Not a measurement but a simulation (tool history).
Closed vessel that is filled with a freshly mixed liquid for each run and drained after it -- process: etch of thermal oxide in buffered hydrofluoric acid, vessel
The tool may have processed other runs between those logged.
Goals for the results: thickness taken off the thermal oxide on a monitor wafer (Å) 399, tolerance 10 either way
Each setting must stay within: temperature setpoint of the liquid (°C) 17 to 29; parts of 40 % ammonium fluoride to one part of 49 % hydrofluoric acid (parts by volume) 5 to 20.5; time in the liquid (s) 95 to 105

run	hour	temperature setpoint of the liquid (°C)	parts of 40 % ammonium fluoride to one part of 49 % hydrofluoric acid (parts by volume)	time in the liquid (s)	thickness taken off the thermal oxide on a monitor wafer (Å)
1	0	21	12.5	95	636.87
2	6.5	21	12.5	95	640.46
3	9.6	20.5	13	95	599.73
4	18.2	20.5	13	95	597.79
5	26.3	20	13.5	95	557.9
6	27.9	20	13.5	95	563.46
7	33.5	19.5	14	95	528.53
8	42.2	19	14	95	509.95
9	46.1	18	15	95	451.12
10	48.4	17.5	15.5	95	424.31

Which single option among these 5 for the next run brings every result within its allowed miss of target? Just one does.
A	50.7	17	15	100	?
B	50.7	19.5	17.5	95	?
C	50.7	17	16	95	?
D	50.7	17.5	16	105	?
E	50.7	18	17	100	?

move	thickness taken off the thermal oxide on a monitor wafer (Å)
A	452.91
B	425.95
C	403.76
D	459.19
E	423.84
A: moves away from the targets compared with the last run
B: moves away from the targets compared with the last run
C: all results land within tolerance of their targets
D: moves away from the targets compared with the last run
E: roughly where the last run was
Correct choice: C, which meets every target

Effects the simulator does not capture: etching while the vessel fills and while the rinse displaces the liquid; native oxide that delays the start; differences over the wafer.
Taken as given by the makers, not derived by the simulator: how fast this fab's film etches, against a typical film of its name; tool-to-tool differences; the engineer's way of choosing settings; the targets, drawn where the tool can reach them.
